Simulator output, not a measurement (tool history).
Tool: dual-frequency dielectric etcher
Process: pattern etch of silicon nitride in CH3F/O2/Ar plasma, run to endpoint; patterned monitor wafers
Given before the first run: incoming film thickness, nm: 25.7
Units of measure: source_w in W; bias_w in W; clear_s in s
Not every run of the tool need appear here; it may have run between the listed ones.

run 1 hour=0.0 | source_w=480 bias_w=102 | clear_s=27.700
run 2 hour=6.1 | source_w=420 bias_w=102 | clear_s=29.618
run 3 hour=11.1 | source_w=450 bias_w=104 | clear_s=28.671
run 4 hour=14.0 | source_w=450 bias_w=118 | clear_s=26.869
run 5 hour=15.0 | source_w=400 bias_w=118 | clear_s=28.284
run 6 hour=21.9 | source_w=430 bias_w=119 | clear_s=27.686
run 7 hour=24.9 | source_w=460 bias_w=121 | clear_s=26.543
run 8 hour=33.3 | source_w=480 bias_w=122 | clear_s=25.436
run 9 hour=36.2 | source_w=580 bias_w=127 | clear_s=23.303

What does the tool deliver on the next run?
run 10 hour=39.2 | source_w=590 bias_w=127 | clear_s=?

{"run 10": {"clear_s": 23.114}}
